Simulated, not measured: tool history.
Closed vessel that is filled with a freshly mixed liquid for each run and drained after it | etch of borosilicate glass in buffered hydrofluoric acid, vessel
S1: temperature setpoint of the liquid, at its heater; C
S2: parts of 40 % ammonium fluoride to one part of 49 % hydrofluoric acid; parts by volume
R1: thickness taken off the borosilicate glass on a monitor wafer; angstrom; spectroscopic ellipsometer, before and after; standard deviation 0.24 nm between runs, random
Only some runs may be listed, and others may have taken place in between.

{"run": 1, "hour": 0.0, "S1": 25, "S2": 15, "time in the liquid (s)": 95, "R1": 847.45}
{"run": 2, "hour": 8.2, "S1": 25, "S2": 19, "time in the liquid (s)": 95, "R1": 675.48}
{"run": 3, "hour": 16.4, "S1": 26.5, "S2": 19, "time in the liquid (s)": 95, "R1": 728.57}
{"run": 4, "hour": 18.7, "S1": 26.5, "S2": 19, "time in the liquid (s)": 105, "R1": 807.25}
{"run": 5, "hour": 23.5, "S1": 25, "S2": 19, "time in the liquid (s)": 105, "R1": 740.62}
{"run": 6, "hour": 27.9, "S1": 25, "S2": 19, "time in the liquid (s)": 105, "R1": 742.35}
{"run": 7, "hour": 31.1, "S1": 25, "S2": 19, "time in the liquid (s)": 105, "R1": 747.08}
{"run": 8, "hour": 35.9, "S1": 24.5, "S2": 19, "time in the liquid (s)": 105, "R1": 725.53}

The next listed run, before its measurement:
{"run": 9, "hour": 44.4, "S1": 24.5, "S2": 19, "time in the liquid (s)": 105, "R1": "?"}

{"run 9": {"R1": 726.33}}
